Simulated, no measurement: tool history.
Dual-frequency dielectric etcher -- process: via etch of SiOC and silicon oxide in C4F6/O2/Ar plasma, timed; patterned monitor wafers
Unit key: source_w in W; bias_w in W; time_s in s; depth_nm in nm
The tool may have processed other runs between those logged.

Run 1, hour 0.0: source_w 330 W, bias_w 145 W, time_s 112.0 s. Result: depth_nm 110.370 nm.
Run 2, hour 4.2: source_w 300 W, bias_w 140 W, time_s 112.0 s. Result: depth_nm 104.510 nm.
Run 3, hour 7.1: source_w 280 W, bias_w 138 W, time_s 112.0 s. Result: depth_nm 101.540 nm.
Run 4, hour 13.3: source_w 280 W, bias_w 127 W, time_s 112.0 s. Result: depth_nm 98.257 nm.
Run 5, hour 17.9: source_w 280 W, bias_w 127 W, time_s 112.0 s. Result: depth_nm 99.220 nm.
Run 6, hour 26.5: source_w 280 W, bias_w 127 W, time_s 116.5 s. Result: depth_nm 102.420 nm.

Expected results for the next run?
Run 7, hour 27.4: source_w 260 W, bias_w 125 W, time_s 116.5 s. Result: depth_nm ?.

{"run 7": {"depth_nm": 98.307}}
